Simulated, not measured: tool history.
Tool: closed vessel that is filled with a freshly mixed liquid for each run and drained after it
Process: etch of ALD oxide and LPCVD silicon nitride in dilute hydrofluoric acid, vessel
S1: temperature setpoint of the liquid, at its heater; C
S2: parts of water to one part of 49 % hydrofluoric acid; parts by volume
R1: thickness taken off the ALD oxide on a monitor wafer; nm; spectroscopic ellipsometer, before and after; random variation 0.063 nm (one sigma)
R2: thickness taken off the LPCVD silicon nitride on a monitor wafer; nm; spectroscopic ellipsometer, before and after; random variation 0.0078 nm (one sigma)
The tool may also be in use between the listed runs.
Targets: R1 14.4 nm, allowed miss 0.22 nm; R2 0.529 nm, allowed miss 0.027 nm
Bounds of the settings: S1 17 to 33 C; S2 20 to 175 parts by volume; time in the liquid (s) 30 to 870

run 1 hour=0 | S1=25 S2=95 time_in_the_liquid_(s)=445 | R1=55.152 R2=2.0138
run 2 hour=2.8 | S1=25 S2=95 time_in_the_liquid_(s)=570 | R1=71.024 R2=2.6123
run 3 hour=5.9 | S1=24 S2=115 time_in_the_liquid_(s)=520 | R1=49.58 R2=1.8892
run 4 hour=7.4 | S1=22.5 S2=130 time_in_the_liquid_(s)=480 | R1=37.588 R2=1.4072
run 5 hour=11.5 | S1=21.5 S2=140 time_in_the_liquid_(s)=440 | R1=30.6 R2=1.0975
-- hour=19 thermometer replaced
run 6 hour=19 | S1=24.5 S2=140 time_in_the_liquid_(s)=440 | R1=37.551 R2=1.5936
run 7 hour=27.2 | S1=24.5 S2=140 time_in_the_liquid_(s)=440 | R1=37.753 R2=1.5952
run 8 hour=29.1 | S1=23 S2=150 time_in_the_liquid_(s)=405 | R1=30.142 R2=1.2202
run 9 hour=35.5 | S1=22 S2=155 time_in_the_liquid_(s)=365 | R1=25.108 R2=0.99121
run 10 hour=44.4 | S1=21 S2=160 time_in_the_liquid_(s)=340 | R1=21.843 R2=0.83919
run 11 hour=53 | S1=18 S2=175 time_in_the_liquid_(s)=255 | R1=13.046 R2=0.46129
run 12 hour=61.6 | S1=18.5 S2=175 time_in_the_liquid_(s)=255 | R1=13.185 R2=0.49378
run 13 hour=68.1 | S1=18.5 S2=170 time_in_the_liquid_(s)=250 | R1=13.521 R2=0.49356

Which of these 5 next moves meets every target?
run A hour=74.6 | S1=19.5 S2=170 time_in_the_liquid_(s)=235 | R1=? R2=?
run B hour=74.6 | S1=21.5 S2=160 time_in_the_liquid_(s)=230 | R1=? R2=?
run C hour=74.6 | S1=19 S2=160 time_in_the_liquid_(s)=245 | R1=? R2=?
run D hour=74.6 | S1=18 S2=155 time_in_the_liquid_(s)=255 | R1=? R2=?
run E hour=74.6 | S1=21.5 S2=175 time_in_the_liquid_(s)=245 | R1=? R2=?

move=A R1=13.182 R2=0.49491
move=B R1=14.981 R2=0.58657
move=C R1=14.459 R2=0.52924
move=D R1=14.997 R2=0.53096
move=E R1=14.361 R2=0.57234
A: further off than the last run
B: takes the result that was furthest off past its target
C: meets every target
D: takes the result that was furthest off past its target
E: brings the result that was furthest off to its target, and leaves another outside
The right move is C.
